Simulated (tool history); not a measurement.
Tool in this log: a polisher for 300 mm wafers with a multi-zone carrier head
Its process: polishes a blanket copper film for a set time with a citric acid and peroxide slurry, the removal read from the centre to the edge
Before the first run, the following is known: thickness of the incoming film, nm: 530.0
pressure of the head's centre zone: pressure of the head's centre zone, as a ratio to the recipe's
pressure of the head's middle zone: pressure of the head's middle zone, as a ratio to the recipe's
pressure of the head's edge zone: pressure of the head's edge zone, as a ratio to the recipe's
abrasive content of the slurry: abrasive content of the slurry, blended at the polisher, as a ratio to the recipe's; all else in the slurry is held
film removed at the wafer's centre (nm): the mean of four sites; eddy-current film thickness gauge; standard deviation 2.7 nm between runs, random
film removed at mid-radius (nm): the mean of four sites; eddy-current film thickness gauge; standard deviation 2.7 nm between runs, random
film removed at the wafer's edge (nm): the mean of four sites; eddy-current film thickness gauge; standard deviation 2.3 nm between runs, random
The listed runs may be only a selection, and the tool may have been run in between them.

run  hour  flow of slurry (ml/min)  pressure of the head's centre zone  pressure of the head's middle zone  pressure of the head's edge zone  abrasive content of the slurry  polishing time (s)  film removed at the wafer's centre (nm)  film removed at mid-radius (nm)  film removed at the wafer's edge (nm)
  1     0                      240                                   1                                   1                                 1                               1                  63                                   162.57                           160.27                                 160.57
  2   6.5                      245                                0.97                                1.05                              1.02                            1.15                  65                                   165.04                           179.57                                 171.36
  3  11.2                      245                                0.97                                1.05                              1.02                            0.95                  65                                    159.9                           167.94                                 168.69
  4  19.3                      245                                0.97                                1.05                              1.06                            0.95                  65                                   160.99                           171.45                                 169.19
  5  27.1                      245                                0.97                                1.05                              1.06                            0.95                  53                                   132.41                           138.01                                 137.75
  6  34.3                      250                                0.96                                1.08                              1.07                             1.1                  58                                   145.84                           162.72                                 157.86

Expected results for the next run?
  7  42.9                      260                                0.97                                1.11                              1.09                             1.2                  60                                        ?                                ?                                      ?

{"run 7": {"film removed at the wafer's centre (nm)": 157.8, "film removed at mid-radius (nm)": 175.62, "film removed at the wafer's edge (nm)": 166.92}}
